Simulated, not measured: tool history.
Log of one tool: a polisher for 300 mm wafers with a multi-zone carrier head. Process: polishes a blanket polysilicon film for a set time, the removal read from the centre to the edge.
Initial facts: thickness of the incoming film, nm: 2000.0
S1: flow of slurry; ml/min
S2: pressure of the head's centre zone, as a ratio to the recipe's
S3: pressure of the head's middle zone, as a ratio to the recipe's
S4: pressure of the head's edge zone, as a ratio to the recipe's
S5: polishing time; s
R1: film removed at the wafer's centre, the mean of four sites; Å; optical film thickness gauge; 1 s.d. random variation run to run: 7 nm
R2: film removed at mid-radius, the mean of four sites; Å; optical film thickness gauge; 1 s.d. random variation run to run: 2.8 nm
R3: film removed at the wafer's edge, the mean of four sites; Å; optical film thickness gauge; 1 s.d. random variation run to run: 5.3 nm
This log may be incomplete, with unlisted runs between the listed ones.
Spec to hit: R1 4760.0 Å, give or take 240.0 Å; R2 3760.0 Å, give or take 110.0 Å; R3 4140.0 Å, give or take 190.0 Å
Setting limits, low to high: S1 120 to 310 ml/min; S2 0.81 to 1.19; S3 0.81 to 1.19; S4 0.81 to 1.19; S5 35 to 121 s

Run 1, hour 0.0: S1 200 ml/min, S2 1.00, S3 1.00, S4 1.00, S5 78 s. Result: R1 4910.0 Å, R2 5003.6 Å, R3 4743.6 Å.
Run 2, hour 0.6: S1 195 ml/min, S2 1.01, S3 0.97, S4 0.99, S5 77 s. Result: R1 5007.1 Å, R2 4782.0 Å, R3 4860.8 Å.
Run 3, hour 5.6: S1 195 ml/min, S2 1.01, S3 0.89, S4 0.99, S5 77 s. Result: R1 4811.2 Å, R2 4461.6 Å, R3 4789.7 Å.
Run 4, hour 12.9: S1 195 ml/min, S2 1.02, S3 0.88, S4 0.97, S5 76 s. Result: R1 4769.9 Å, R2 4344.4 Å, R3 4707.1 Å.
Run 5, hour 13.5: S1 195 ml/min, S2 0.95, S3 0.88, S4 0.97, S5 76 s. Result: R1 4556.4 Å, R2 4431.6 Å, R3 4689.7 Å.
Run 6, hour 18.6: S1 195 ml/min, S2 0.95, S3 0.88, S4 0.97, S5 94 s. Result: R1 5676.2 Å, R2 5510.5 Å, R3 5904.8 Å.
Run 7, hour 21.0: S1 195 ml/min, S2 0.97, S3 0.87, S4 0.95, S5 90 s. Result: R1 5504.0 Å, R2 5235.2 Å, R3 5416.4 Å.
Run 8, hour 28.5: S1 150 ml/min, S2 1.07, S3 0.81, S4 1.05, S5 68 s. Result: R1 4503.7 Å, R2 3633.3 Å, R3 4306.7 Å.

Of the 5 settings listed for the next run, only one would bring every result within its allowed miss of target. Which one?
Run A, hour 36.0: S1 155 ml/min, S2 1.11, S3 0.93, S4 0.96, S5 69 s. Result: R1 ?, R2 ?, R3 ?.
Run B, hour 36.0: S1 170 ml/min, S2 1.19, S3 0.87, S4 0.87, S5 70 s. Result: R1 ?, R2 ?, R3 ?.
Run C, hour 36.0: S1 135 ml/min, S2 1.13, S3 0.85, S4 0.98, S5 69 s. Result: R1 ?, R2 ?, R3 ?.
Run D, hour 36.0: S1 120 ml/min, S2 1.06, S3 0.89, S4 0.87, S5 66 s. Result: R1 ?, R2 ?, R3 ?.
Run E, hour 36.0: S1 190 ml/min, S2 0.97, S3 0.81, S4 0.97, S5 69 s. Result: R1 ?, R2 ?, R3 ?.

move      R1      R2      R3
   A  4814.1  4115.5  4101.2
   B  5284.7  4013.5  4042.4
   C  4831.6  3814.2  4100.1
   D  4283.4  3730.9  3726.0
   E  4285.0  3805.2  4177.3
A: pushes the last run's worst result past its target
B: pushes the last run's worst result past its target
C: in spec on every target
D: the worst result of the last run now meets its target, but another is out of spec
E: the worst result of the last run now meets its target, but another is out of spec
Go with C: it meets all targets.

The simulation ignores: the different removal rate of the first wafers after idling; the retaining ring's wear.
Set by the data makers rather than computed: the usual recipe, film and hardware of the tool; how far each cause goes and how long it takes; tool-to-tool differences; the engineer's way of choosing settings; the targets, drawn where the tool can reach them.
